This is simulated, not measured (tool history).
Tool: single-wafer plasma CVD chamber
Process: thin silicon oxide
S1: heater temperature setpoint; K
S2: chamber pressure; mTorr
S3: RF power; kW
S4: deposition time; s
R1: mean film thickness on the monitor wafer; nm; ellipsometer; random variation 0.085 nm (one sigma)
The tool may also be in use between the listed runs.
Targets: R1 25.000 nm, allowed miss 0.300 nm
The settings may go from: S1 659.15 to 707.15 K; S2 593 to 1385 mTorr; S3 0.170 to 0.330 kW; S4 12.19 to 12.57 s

| run | hour | S1 | S2 | S3 | S4 | R1 |
|---|---|---|---|---|---|---|
| 1 | 0.0 | 683.15 | 989 | 0.250 | 12.19 | 21.959 |
| 2 | 2.8 | 683.15 | 1007 | 0.250 | 12.19 | 22.246 |
| 3 | 9.6 | 683.15 | 1007 | 0.250 | 12.19 | 22.155 |
| 4 | 12.3 | 683.15 | 1024 | 0.250 | 12.19 | 22.331 |
| 5 | 19.1 | 683.15 | 1024 | 0.220 | 12.19 | 20.905 |
| 6 | 24.1 | 683.15 | 1050 | 0.220 | 12.19 | 21.355 |
| 7 | 24.8 | 683.15 | 1073 | 0.220 | 12.19 | 21.477 |
| 8 | 26.2 | 683.15 | 1271 | 0.220 | 12.19 | 23.583 |
| 9 | 27.9 | 683.15 | 1283 | 0.220 | 12.19 | 23.789 |
| 10 | 31.4 | 683.15 | 1293 | 0.220 | 12.19 | 23.906 |
| 11 | 35.6 | 683.15 | 1302 | 0.220 | 12.19 | 23.844 |
| 12 | 44.5 | 683.15 | 1311 | 0.220 | 12.19 | 23.896 |
| 13 | 45.4 | 683.15 | 1319 | 0.220 | 12.19 | 24.059 |
| 14 | 48.3 | 683.15 | 1326 | 0.220 | 12.19 | 23.866 |
| 15 | 49.4 | 683.15 | 1385 | 0.220 | 12.19 | 24.546 |

5 next moves are on the table. One of them brings every result within its allowed miss. Which?
| A | 50.5 | 699.15 | 1317 | 0.225 | 12.37 | ? |
| B | 50.5 | 686.15 | 1371 | 0.215 | 12.35 | ? |
| C | 50.5 | 689.15 | 1381 | 0.230 | 12.19 | ? |
| D | 50.5 | 687.15 | 1370 | 0.215 | 12.29 | ? |
| E | 50.5 | 677.15 | 1370 | 0.210 | 12.34 | ? |

| move | R1 |
|---|---|
| A | 24.301 |
| B | 24.194 |
| C | 24.811 |
| D | 24.056 |
| E | 23.958 |
A: further off than the last run
B: further off than the last run
C: meets every target
D: further off than the last run
E: further off than the last run
Answer: C

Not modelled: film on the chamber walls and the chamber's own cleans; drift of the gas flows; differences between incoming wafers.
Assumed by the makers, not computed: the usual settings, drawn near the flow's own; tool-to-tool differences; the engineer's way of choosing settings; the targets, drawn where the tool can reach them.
